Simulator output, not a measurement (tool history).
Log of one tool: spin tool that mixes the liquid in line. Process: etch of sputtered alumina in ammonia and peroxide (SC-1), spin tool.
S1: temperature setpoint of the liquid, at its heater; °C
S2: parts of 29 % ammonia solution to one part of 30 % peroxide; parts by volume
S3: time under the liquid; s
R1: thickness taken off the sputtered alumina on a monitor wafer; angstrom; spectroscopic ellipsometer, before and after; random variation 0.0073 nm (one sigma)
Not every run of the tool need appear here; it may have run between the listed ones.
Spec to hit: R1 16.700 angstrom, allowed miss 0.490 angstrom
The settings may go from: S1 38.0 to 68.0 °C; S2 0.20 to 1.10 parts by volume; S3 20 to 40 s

run	hour	S1	S2	S3	R1
1	0.0	52.0	0.60	40	19.822
2	4.2	51.5	0.60	40	19.252
3	6.8	51.0	0.60	40	18.788
4	7.5	51.0	0.75	40	19.315
5	11.2	51.0	0.90	40	19.591
6	15.2	51.0	0.70	40	18.987
7	16.0	50.5	0.70	40	18.556
8	20.5	48.0	0.70	40	16.165

Which single option among these 4 for the next run brings every result within its allowed miss of target? Just one does.
A	25.0	47.0	0.65	40	?
B	25.0	48.5	0.70	40	?
C	25.0	50.0	0.60	40	?
D	25.0	48.5	0.25	40	?

move	R1
A	15.119
B	16.557
C	17.727
D	15.009
A: lands further from the targets than the last run did
B: hits every target within its allowed miss
C: takes the result that was furthest off past its target
D: lands further from the targets than the last run did
Correct choice: B, which meets every target
